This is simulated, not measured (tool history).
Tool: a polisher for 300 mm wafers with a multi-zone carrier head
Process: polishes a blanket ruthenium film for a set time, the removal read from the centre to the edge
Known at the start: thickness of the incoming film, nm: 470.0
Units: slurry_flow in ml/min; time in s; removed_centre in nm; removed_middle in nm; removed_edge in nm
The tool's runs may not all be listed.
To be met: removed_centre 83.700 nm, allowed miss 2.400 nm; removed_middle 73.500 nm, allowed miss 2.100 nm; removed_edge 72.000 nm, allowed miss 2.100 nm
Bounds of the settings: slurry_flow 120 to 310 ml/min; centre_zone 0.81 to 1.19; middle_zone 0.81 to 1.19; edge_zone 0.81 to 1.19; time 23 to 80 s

run,hour,slurry_flow,centre_zone,middle_zone,edge_zone,time,removed_centre,removed_middle,removed_edge
1,0.0,200,1.00,1.00,1.00,51,64.263,64.432,64.828
2,7.4,215,1.04,1.01,1.02,51,67.991,65.129,65.409
3,12.4,240,1.04,1.01,1.02,51,69.910,66.941,66.072
4,18.1,240,1.04,0.96,1.02,51,68.522,63.330,66.807
5,20.3,270,1.04,0.96,1.02,51,69.753,64.784,67.403
6,25.8,290,1.04,0.96,1.02,51,70.987,66.139,67.883
7,32.1,290,1.06,0.98,1.04,51,71.476,67.232,68.899
8,35.3,290,1.09,0.99,1.04,52,75.493,68.630,70.061
9,43.4,290,1.09,0.99,1.04,52,75.652,67.809,69.785
10,48.6,290,1.10,1.01,1.04,52,75.456,69.417,69.292
11,55.9,290,1.10,1.01,1.04,52,76.156,69.581,70.538
12,59.0,295,1.12,1.02,1.04,52,77.566,70.040,69.228
13,63.9,295,1.13,1.03,1.05,52,78.936,70.010,69.077
14,64.7,295,1.14,1.04,1.06,52,79.080,70.622,70.766
15,68.4,295,1.15,1.05,1.06,52,81.134,71.202,70.096
16,77.3,295,1.15,1.06,1.07,52,80.366,71.875,70.207
17,83.3,295,1.16,1.06,1.08,52,82.105,71.785,70.845

5 next moves are on the table. One of them brings every result within its allowed miss. Which?
A,89.3,285,1.10,1.07,1.09,54,?,?,?
B,89.3,295,1.17,0.97,0.97,53,?,?,?
C,89.3,260,1.12,1.08,1.14,55,?,?,?
D,89.3,265,1.18,1.07,1.07,54,?,?,?
E,89.3,280,1.14,1.04,1.11,52,?,?,?

move,removed_centre,removed_middle,removed_edge
A,78.660,74.721,74.474
B,82.435,69.184,69.298
C,80.662,75.758,76.987
D,83.668,74.087,73.330
E,78.342,70.509,72.295
A: brings the result that was furthest off to its target, and leaves another outside
B: further off than the last run
C: takes the result that was furthest off past its target
D: meets every target
E: further off than the last run
The right move is D.

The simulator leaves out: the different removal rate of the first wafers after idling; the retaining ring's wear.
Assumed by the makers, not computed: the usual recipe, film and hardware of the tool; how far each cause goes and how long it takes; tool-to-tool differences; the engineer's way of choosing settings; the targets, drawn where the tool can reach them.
